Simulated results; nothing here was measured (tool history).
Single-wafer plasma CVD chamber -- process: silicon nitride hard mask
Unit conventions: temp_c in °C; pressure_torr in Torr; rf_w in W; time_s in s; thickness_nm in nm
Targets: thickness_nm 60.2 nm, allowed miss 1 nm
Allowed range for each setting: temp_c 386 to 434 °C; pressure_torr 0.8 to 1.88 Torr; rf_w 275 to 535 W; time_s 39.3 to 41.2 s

Run 1, hour 0: temp_c 410 °C, pressure_torr 1.34 Torr, rf_w 405 W, time_s 41.2 s. Result: thickness_nm 50.44 nm.
Run 2, hour 6.6: temp_c 410 °C, pressure_torr 1.34 Torr, rf_w 455 W, time_s 41.2 s. Result: thickness_nm 52.885 nm.
Run 3, hour 10.8: temp_c 410 °C, pressure_torr 1.42 Torr, rf_w 460 W, time_s 41.2 s. Result: thickness_nm 54.644 nm.
Run 4, hour 14.7: temp_c 410 °C, pressure_torr 1.42 Torr, rf_w 460 W, time_s 39.3 s. Result: thickness_nm 51.756 nm.
Run 5, hour 18.4: temp_c 410 °C, pressure_torr 1.42 Torr, rf_w 480 W, time_s 39.3 s. Result: thickness_nm 52.776 nm.
Run 6, hour 20.7: temp_c 401 °C, pressure_torr 1.42 Torr, rf_w 480 W, time_s 39.3 s. Result: thickness_nm 53.159 nm.
Run 7, hour 24.5: temp_c 401 °C, pressure_torr 1.48 Torr, rf_w 485 W, time_s 39.3 s. Result: thickness_nm 54.235 nm.
Run 8, hour 25.5: temp_c 401 °C, pressure_torr 1.54 Torr, rf_w 490 W, time_s 39.3 s. Result: thickness_nm 55.01 nm.
Run 9, hour 26.6: temp_c 401 °C, pressure_torr 1.58 Torr, rf_w 495 W, time_s 39.3 s. Result: thickness_nm 55.45 nm.
Run 10, hour 33.3: temp_c 401 °C, pressure_torr 1.61 Torr, rf_w 500 W, time_s 39.4 s. Result: thickness_nm 56.273 nm.
Run 11, hour 35.4: temp_c 401 °C, pressure_torr 1.64 Torr, rf_w 505 W, time_s 39.4 s. Result: thickness_nm 56.661 nm.
Run 12, hour 39.7: temp_c 401 °C, pressure_torr 1.67 Torr, rf_w 510 W, time_s 39.4 s. Result: thickness_nm 57.844 nm.
Run 13, hour 44.1: temp_c 401 °C, pressure_torr 1.7 Torr, rf_w 510 W, time_s 39.4 s. Result: thickness_nm 57.534 nm.
Run 14, hour 45.1: temp_c 401 °C, pressure_torr 1.72 Torr, rf_w 515 W, time_s 39.4 s. Result: thickness_nm 58.357 nm.
Run 15, hour 48.7: temp_c 401 °C, pressure_torr 1.74 Torr, rf_w 515 W, time_s 39.4 s. Result: thickness_nm 58.8 nm.
Run 16, hour 50.4: temp_c 401 °C, pressure_torr 1.76 Torr, rf_w 515 W, time_s 39.4 s. Result: thickness_nm 59.001 nm.
Run 17, hour 52.3: temp_c 401 °C, pressure_torr 1.77 Torr, rf_w 515 W, time_s 39.4 s. Result: thickness_nm 59.081 nm.
Run 18, hour 57.6: temp_c 401 °C, pressure_torr 1.78 Torr, rf_w 515 W, time_s 39.4 s. Result: thickness_nm 59.193 nm.
Run 19, hour 60.6: temp_c 401 °C, pressure_torr 1.79 Torr, rf_w 515 W, time_s 39.4 s. Result: thickness_nm 58.897 nm.
Run 20, hour 61.9: temp_c 401 °C, pressure_torr 1.8 Torr, rf_w 515 W, time_s 39.4 s. Result: thickness_nm 58.571 nm.

Below are 4 possible settings for the next run. Only one of them brings all results inside the allowed miss of their targets. Which is it?
Run A, hour 63.2: temp_c 401 °C, pressure_torr 1.53 Torr, rf_w 535 W, time_s 40.3 s. Result: thickness_nm ?.
Run B, hour 63.2: temp_c 404 °C, pressure_torr 1.87 Torr, rf_w 520 W, time_s 39.6 s. Result: thickness_nm ?.
Run C, hour 63.2: temp_c 404 °C, pressure_torr 1.81 Torr, rf_w 475 W, time_s 39.4 s. Result: thickness_nm ?.
Run D, hour 63.2: temp_c 406 °C, pressure_torr 1.88 Torr, rf_w 535 W, time_s 41 s. Result: thickness_nm ?.

move  thickness_nm
   A        58.711
   B        60.284
   C         56.93
   D        63.278
A: better than the last run, though not everything is in spec
B: all results in spec
C: further off than the last run
D: moves the result that the last run missed by most past its target, out the other side
B meets every target.

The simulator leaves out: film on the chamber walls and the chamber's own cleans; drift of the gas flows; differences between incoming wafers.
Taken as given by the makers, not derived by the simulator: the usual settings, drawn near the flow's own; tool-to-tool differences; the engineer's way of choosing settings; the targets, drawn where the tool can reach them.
